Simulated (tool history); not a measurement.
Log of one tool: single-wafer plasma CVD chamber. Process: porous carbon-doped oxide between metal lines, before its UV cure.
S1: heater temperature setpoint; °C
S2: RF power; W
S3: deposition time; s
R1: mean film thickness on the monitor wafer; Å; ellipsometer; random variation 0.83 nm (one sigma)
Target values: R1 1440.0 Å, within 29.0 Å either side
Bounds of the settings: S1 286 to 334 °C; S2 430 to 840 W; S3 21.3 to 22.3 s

{"run": 1, "hour": 0.0, "S1": 310, "S2": 635, "S3": 22.3, "R1": 1310.5}
{"run": 2, "hour": 4.4, "S1": 306, "S2": 640, "S3": 22.3, "R1": 1356.2}
{"run": 3, "hour": 5.5, "S1": 304, "S2": 645, "S3": 22.3, "R1": 1375.2}
{"run": 4, "hour": 7.4, "S1": 302, "S2": 645, "S3": 22.3, "R1": 1383.0}
{"run": 5, "hour": 12.9, "S1": 310, "S2": 645, "S3": 22.3, "R1": 1324.1}
{"run": 6, "hour": 18.8, "S1": 307, "S2": 650, "S3": 22.3, "R1": 1364.7}
{"run": 7, "hour": 26.3, "S1": 305, "S2": 655, "S3": 22.3, "R1": 1388.8}
{"run": 8, "hour": 31.2, "S1": 304, "S2": 655, "S3": 22.3, "R1": 1393.0}
{"run": 9, "hour": 37.3, "S1": 303, "S2": 655, "S3": 22.3, "R1": 1410.5}

Of the 4 settings listed for the next run, only one would bring every result within its allowed miss of target. Which one?
{"run": "A", "hour": 43.4, "S1": 301, "S2": 710, "S3": 22.3, "R1": "?"}
{"run": "B", "hour": 43.4, "S1": 304, "S2": 680, "S3": 22.3, "R1": "?"}
{"run": "C", "hour": 43.4, "S1": 299, "S2": 630, "S3": 21.5, "R1": "?"}
{"run": "D", "hour": 43.4, "S1": 302, "S2": 615, "S3": 22.2, "R1": "?"}

move=A R1=1495.2
move=B R1=1423.9
move=C R1=1346.3
move=D R1=1338.7
A: moves the result that the last run missed by most past its target, out the other side
B: meets every target
C: further off than the last run
D: further off than the last run
Answer: B
